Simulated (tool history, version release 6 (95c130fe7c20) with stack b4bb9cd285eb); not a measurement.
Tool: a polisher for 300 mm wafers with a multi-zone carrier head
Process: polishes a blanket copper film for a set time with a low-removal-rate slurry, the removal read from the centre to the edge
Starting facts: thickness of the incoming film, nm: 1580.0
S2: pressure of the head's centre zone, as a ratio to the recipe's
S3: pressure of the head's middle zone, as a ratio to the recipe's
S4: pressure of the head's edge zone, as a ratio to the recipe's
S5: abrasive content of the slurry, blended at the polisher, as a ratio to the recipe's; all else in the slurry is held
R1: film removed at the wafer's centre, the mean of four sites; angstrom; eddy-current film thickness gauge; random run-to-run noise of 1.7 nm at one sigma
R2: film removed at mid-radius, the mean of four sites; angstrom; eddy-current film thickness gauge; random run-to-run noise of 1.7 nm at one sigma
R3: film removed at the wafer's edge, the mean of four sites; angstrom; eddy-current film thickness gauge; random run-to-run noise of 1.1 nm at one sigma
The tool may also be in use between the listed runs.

{"run": 1, "day": 0.0, "flow of slurry (ml/min)": 225, "S2": 1.0, "S3": 1.0, "S4": 1.0, "S5": 1.0, "polishing time (s)": 64, "R1": 2235.0, "R2": 2257.6, "R3": 2207.7}
{"run": 2, "day": 0.258, "flow of slurry (ml/min)": 225, "S2": 1.0, "S3": 0.93, "S4": 1.0, "S5": 1.0, "polishing time (s)": 64, "R1": 2275.7, "R2": 2118.3, "R3": 2244.6}
{"run": 3, "day": 0.575, "flow of slurry (ml/min)": 225, "S2": 1.0, "S3": 0.93, "S4": 0.95, "S5": 1.0, "polishing time (s)": 64, "R1": 2275.7, "R2": 2098.2, "R3": 2160.4}
{"run": 4, "day": 0.783, "flow of slurry (ml/min)": 225, "S2": 1.0, "S3": 0.93, "S4": 0.95, "S5": 1.0, "polishing time (s)": 51, "R1": 1816.6, "R2": 1664.3, "R3": 1742.3}
{"run": 5, "day": 0.95, "flow of slurry (ml/min)": 220, "S2": 1.01, "S3": 0.91, "S4": 0.95, "S5": 0.95, "polishing time (s)": 51, "R1": 1793.2, "R2": 1677.1, "R3": 1727.1}
{"run": 6, "day": 1.188, "flow of slurry (ml/min)": 220, "S2": 1.01, "S3": 0.91, "S4": 0.95, "S5": 0.95, "polishing time (s)": 57, "R1": 2032.9, "R2": 1854.5, "R3": 1940.4}
{"run": 7, "day": 1.383, "flow of slurry (ml/min)": 225, "S2": 1.02, "S3": 0.9, "S4": 0.95, "S5": 1.0, "polishing time (s)": 54, "R1": 1938.7, "R2": 1772.0, "R3": 1862.2}
{"run": 8, "day": 1.492, "flow of slurry (ml/min)": 225, "S2": 1.02, "S3": 0.89, "S4": 0.94, "S5": 0.95, "polishing time (s)": 53, "R1": 1867.6, "R2": 1724.5, "R3": 1818.1}
{"run": 9, "day": 1.592, "flow of slurry (ml/min)": 215, "S2": 1.02, "S3": 0.88, "S4": 0.94, "S5": 1.0, "polishing time (s)": 51, "R1": 1829.4, "R2": 1622.9, "R3": 1727.3}
{"run": 10, "day": 1.892, "flow of slurry (ml/min)": 205, "S2": 1.02, "S3": 0.87, "S4": 0.94, "S5": 1.05, "polishing time (s)": 50, "R1": 1804.2, "R2": 1607.8, "R3": 1726.8}
{"run": 11, "day": 2.054, "flow of slurry (ml/min)": 220, "S2": 1.04, "S3": 0.86, "S4": 0.95, "S5": 1.0, "polishing time (s)": 48, "R1": 1732.2, "R2": 1478.3, "R3": 1645.4}
{"run": 12, "day": 2.088, "flow of slurry (ml/min)": 220, "S2": 1.05, "S3": 0.85, "S4": 0.95, "S5": 0.95, "polishing time (s)": 48, "R1": 1743.9, "R2": 1490.7, "R3": 1635.2}
{"run": 13, "day": 2.388, "flow of slurry (ml/min)": 225, "S2": 1.06, "S3": 0.84, "S4": 0.97, "S5": 0.95, "polishing time (s)": 47, "R1": 1731.1, "R2": 1428.6, "R3": 1610.3}

Run 14, settings as shown, results not yet in. Your forecast:
{"run": 14, "day": 2.746, "flow of slurry (ml/min)": 225, "S2": 1.07, "S3": 0.84, "S4": 0.98, "S5": 0.9, "polishing time (s)": 47, "R1": "?", "R2": "?", "R3": "?"}

R1: 1729.3 angstrom
R2: 1413.4 angstrom
R3: 1586.6 angstrom
